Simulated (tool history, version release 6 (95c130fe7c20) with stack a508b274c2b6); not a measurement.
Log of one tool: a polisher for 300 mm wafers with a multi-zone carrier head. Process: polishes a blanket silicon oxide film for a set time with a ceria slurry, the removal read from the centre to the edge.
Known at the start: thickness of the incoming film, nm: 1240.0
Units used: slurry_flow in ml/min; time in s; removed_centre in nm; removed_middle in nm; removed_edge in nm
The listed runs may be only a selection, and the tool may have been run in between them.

{"run": 1, "hour": 0.0, "slurry_flow": 250, "centre_zone": 1, "middle_zone": 1, "edge_zone": 1, "time": 50, "removed_centre": 266.48, "removed_middle": 262.62, "removed_edge": 275.54}
{"run": 2, "hour": 7.9, "slurry_flow": 250, "centre_zone": 1, "middle_zone": 0.92, "edge_zone": 1, "time": 50, "removed_centre": 265.19, "removed_middle": 250.36, "removed_edge": 263.56}
{"run": 3, "hour": 16.5, "slurry_flow": 265, "centre_zone": 1.05, "middle_zone": 0.98, "edge_zone": 1, "time": 51, "removed_centre": 293.37, "removed_middle": 262.94, "removed_edge": 275.43}
{"run": 4, "hour": 17.9, "slurry_flow": 265, "centre_zone": 1.05, "middle_zone": 0.98, "edge_zone": 1, "time": 43, "removed_centre": 240.84, "removed_middle": 221.93, "removed_edge": 237.7}
{"run": 5, "hour": 22.5, "slurry_flow": 275, "centre_zone": 1.07, "middle_zone": 1.03, "edge_zone": 1, "time": 47, "removed_centre": 273.53, "removed_middle": 253.85, "removed_edge": 251.99}
{"run": 6, "hour": 25.7, "slurry_flow": 275, "centre_zone": 1.07, "middle_zone": 1.03, "edge_zone": 1, "time": 36, "removed_centre": 207.16, "removed_middle": 193.33, "removed_edge": 199.03}

The next listed run, before its measurement:
{"run": 7, "hour": 32.1, "slurry_flow": 275, "centre_zone": 1.09, "middle_zone": 1.05, "edge_zone": 1.03, "time": 42, "removed_centre": "?", "removed_middle": "?", "removed_edge": "?"}

Run 7 produced removed_centre 242.37 nm, removed_middle 227.13 nm, removed_edge 225.41 nm.
